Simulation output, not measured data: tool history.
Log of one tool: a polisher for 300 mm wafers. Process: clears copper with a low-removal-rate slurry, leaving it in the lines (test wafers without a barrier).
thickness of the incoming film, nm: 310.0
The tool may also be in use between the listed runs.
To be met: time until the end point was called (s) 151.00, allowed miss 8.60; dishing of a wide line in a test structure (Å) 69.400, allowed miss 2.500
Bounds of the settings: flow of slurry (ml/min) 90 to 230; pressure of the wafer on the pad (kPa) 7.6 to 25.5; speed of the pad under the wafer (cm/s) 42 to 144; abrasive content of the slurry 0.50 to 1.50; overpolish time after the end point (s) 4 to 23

run	hour	flow of slurry (ml/min)	pressure of the wafer on the pad (kPa)	speed of the pad under the wafer (cm/s)	abrasive content of the slurry	overpolish time after the end point (s)	time until the end point was called (s)	dishing of a wide line in a test structure (Å)
1	0.0	150	16.5	92	1.00	12	124.38	202.060
2	7.7	150	16.5	92	1.10	12	123.72	209.730
3	11.9	155	15.2	88	0.95	10	140.24	157.520
4	17.2	155	18.6	88	0.95	10	119.15	187.980
5	19.6	155	18.6	88	1.05	10	119.25	190.910
6	20.8	135	18.6	88	1.05	10	115.73	184.110
7	29.7	120	16.5	90	0.90	8	141.43	136.900
# hour 34.2: slurry blender recalibrated
8	34.2	110	14.5	100	0.80	7	147.24	115.340
9	37.7	110	14.5	100	0.80	7	144.25	117.310
10	41.3	130	10.3	112	0.85	4	172.88	60.075

Which of these 5 next moves meets every target?
A	44.9	95	9.7	102	1.00	4	?	?
B	44.9	130	13.1	114	0.75	4	?	?
C	44.9	140	9.0	118	0.85	4	?	?
D	44.9	130	9.0	120	0.90	4	?	?
E	44.9	135	11.7	112	0.95	4	?	?

move	time until the end point was called (s)	dishing of a wide line in a test structure (Å)
A	217.26	50.581
B	144.21	74.031
C	193.08	56.432
D	191.14	56.963
E	153.87	69.718
A: further off than the last run
B: takes the result that was furthest off past its target
C: further off than the last run
D: further off than the last run
E: meets every target
Move E is the one to make.

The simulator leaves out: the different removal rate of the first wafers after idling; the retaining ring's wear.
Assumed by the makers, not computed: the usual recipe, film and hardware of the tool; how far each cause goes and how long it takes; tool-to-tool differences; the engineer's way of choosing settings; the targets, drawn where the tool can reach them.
